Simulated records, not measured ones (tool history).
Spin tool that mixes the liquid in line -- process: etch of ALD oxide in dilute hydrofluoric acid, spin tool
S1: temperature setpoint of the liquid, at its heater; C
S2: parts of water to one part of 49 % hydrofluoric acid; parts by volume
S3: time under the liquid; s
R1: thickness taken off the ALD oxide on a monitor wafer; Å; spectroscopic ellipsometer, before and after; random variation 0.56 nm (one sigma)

run	day	S1	S2	S3	R1
1	0	21	90	140	403.76
2	0.058	22	90	140	416.87
3	0.392	22.5	90	140	426.86
4	0.7	23	90	140	438.01
5	0.883	23.5	90	140	443.37
6	1.112	23.5	90	150	473.96

Run 7 comes next. What will it give?
7	1.292	24	90	150	?

{"run 7": {"R1": 489.01}}

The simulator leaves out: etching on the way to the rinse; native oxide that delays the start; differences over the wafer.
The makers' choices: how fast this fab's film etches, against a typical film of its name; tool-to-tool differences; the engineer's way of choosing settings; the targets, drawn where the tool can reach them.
